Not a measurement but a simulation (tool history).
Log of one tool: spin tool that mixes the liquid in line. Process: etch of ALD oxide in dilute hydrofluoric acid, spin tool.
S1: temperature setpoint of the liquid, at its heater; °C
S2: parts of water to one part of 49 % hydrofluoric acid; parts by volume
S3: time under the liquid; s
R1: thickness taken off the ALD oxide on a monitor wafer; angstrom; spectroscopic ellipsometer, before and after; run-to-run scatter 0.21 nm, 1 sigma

run,hour,S1,S2,S3,R1
1,0.0,22.0,125,275,291.85
2,5.4,24.5,115,275,355.20
3,11.0,24.5,115,275,357.95
4,17.5,26.5,110,275,401.89
5,18.2,26.5,90,275,510.94
# hour 22.2: thermometer replaced
6,22.2,26.5,90,275,541.01
7,24.5,25.5,90,275,519.11
8,33.2,25.0,90,275,508.51

The next listed run, before its measurement:
9,42.0,24.5,90,275,?

R1: 502.41 angstrom
